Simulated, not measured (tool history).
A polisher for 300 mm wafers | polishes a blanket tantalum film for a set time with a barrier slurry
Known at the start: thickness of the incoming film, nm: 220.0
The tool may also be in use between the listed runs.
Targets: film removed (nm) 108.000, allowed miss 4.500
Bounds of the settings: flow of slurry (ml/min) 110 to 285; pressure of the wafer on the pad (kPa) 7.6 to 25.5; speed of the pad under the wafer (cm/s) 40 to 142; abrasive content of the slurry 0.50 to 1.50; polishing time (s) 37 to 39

run	day	flow of slurry (ml/min)	pressure of the wafer on the pad (kPa)	speed of the pad under the wafer (cm/s)	abrasive content of the slurry	polishing time (s)	film removed (nm)
1	0.000	180	16.5	90	1.00	37	77.374
2	0.108	180	17.2	90	1.00	37	81.993
3	0.417	180	17.9	90	1.00	37	83.450
4	0.750	180	18.6	90	1.00	37	87.629
5	1.104	180	19.3	90	1.00	37	88.537
6	1.204	180	19.3	90	0.85	37	85.198
7	1.525	180	20.0	90	0.85	37	88.317
8	1.771	180	20.7	90	0.85	37	93.123
9	2.075	180	20.7	90	0.85	37	91.854
10	2.138	180	21.4	90	0.85	37	95.535
11	2.421	180	22.1	90	0.85	37	97.834

4 next moves are on the table. One of them brings every result within its allowed miss. Which?
A	2.704	190	23.4	96	0.85	39	?
B	2.704	210	22.1	80	1.00	39	?
C	2.704	170	23.4	94	0.75	39	?
D	2.704	185	23.4	106	0.85	37	?

move	film removed (nm)
A	116.430
B	98.148
C	108.060
D	120.920
A: takes the result that was furthest off past its target
B: as far off as the last run
C: meets every target
D: takes the result that was furthest off past its target
Move C is the one to make.
